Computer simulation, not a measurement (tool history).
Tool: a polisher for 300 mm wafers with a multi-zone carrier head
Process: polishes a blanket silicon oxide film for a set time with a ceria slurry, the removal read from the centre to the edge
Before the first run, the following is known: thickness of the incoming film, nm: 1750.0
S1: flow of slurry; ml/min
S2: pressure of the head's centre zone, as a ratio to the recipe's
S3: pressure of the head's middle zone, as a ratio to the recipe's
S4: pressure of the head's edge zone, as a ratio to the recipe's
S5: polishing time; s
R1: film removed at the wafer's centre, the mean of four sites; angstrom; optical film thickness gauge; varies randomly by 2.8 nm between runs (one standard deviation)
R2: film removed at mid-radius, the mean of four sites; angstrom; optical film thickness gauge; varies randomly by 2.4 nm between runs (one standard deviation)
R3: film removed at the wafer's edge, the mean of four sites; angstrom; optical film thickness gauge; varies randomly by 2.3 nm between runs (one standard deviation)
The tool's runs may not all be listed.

Run 1, hour 0: S1 160 ml/min, S2 1, S3 1, S4 1, S5 77 s. Result: R1 3263.8 angstrom, R2 3265.4 angstrom, R3 3370.3 angstrom.
Run 2, hour 5.3: S1 155 ml/min, S2 0.99, S3 0.98, S4 0.99, S5 73 s. Result: R1 3082.9 angstrom, R2 3091.8 angstrom, R3 3168.1 angstrom.
Run 3, hour 10: S1 175 ml/min, S2 0.99, S3 0.98, S4 0.99, S5 73 s. Result: R1 3154.7 angstrom, R2 3174.3 angstrom, R3 3169.1 angstrom.
Run 4, hour 12.1: S1 175 ml/min, S2 0.99, S3 0.98, S4 1.07, S5 73 s. Result: R1 3129.9 angstrom, R2 3203.4 angstrom, R3 3261.9 angstrom.
Run 5, hour 19.8: S1 145 ml/min, S2 0.99, S3 0.98, S4 1.07, S5 73 s. Result: R1 3044.8 angstrom, R2 3006.9 angstrom, R3 3285 angstrom.
Run 6, hour 24.3: S1 145 ml/min, S2 0.99, S3 0.98, S4 1.07, S5 54 s. Result: R1 2256.2 angstrom, R2 2240.4 angstrom, R3 2372.9 angstrom.

Run 7, settings as shown, results not yet in. Your forecast:
Run 7, hour 31.7: S1 140 ml/min, S2 0.98, S3 0.97, S4 1.07, S5 53 s. Result: R1 ?, R2 ?, R3 ?.

R1: 2180.8 angstrom
R2: 2140.6 angstrom
R3: 2332 angstrom

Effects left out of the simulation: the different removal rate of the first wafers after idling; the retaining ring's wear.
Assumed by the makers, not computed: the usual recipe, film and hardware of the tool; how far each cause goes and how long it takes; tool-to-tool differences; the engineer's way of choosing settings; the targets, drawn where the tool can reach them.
